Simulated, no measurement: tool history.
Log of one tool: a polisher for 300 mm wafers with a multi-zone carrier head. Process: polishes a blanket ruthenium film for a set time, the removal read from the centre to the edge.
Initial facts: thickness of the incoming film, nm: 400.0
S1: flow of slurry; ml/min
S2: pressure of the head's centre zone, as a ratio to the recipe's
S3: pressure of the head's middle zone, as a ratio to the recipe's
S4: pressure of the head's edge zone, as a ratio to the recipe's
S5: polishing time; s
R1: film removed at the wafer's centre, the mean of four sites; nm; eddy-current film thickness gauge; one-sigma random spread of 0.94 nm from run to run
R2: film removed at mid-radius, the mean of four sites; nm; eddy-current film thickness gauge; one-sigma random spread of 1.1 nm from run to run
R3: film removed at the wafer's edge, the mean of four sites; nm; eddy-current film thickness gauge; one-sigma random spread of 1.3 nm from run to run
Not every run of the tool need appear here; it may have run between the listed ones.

run	hour	S1	S2	S3	S4	S5	R1	R2	R3
1	0.0	255	1.00	1.00	1.00	55	93.811	91.152	94.084
2	3.5	260	0.99	1.02	1.03	56	94.503	95.190	95.755
3	9.3	260	0.99	1.02	1.03	66	108.860	112.580	113.600
4	12.5	260	0.90	1.02	1.03	66	103.870	112.280	112.790
5	17.0	260	0.90	0.95	1.03	66	105.480	104.420	115.110
6	18.1	260	0.89	0.97	1.02	66	102.240	106.280	113.550
7	24.1	255	0.88	1.02	0.95	66	102.460	112.940	111.630

What will run 8 give?
8	31.9	250	0.88	1.02	0.95	66	?	?	?

{"run 8": {"R1": 102.0, "R2": 111.86, "R3": 108.9}}

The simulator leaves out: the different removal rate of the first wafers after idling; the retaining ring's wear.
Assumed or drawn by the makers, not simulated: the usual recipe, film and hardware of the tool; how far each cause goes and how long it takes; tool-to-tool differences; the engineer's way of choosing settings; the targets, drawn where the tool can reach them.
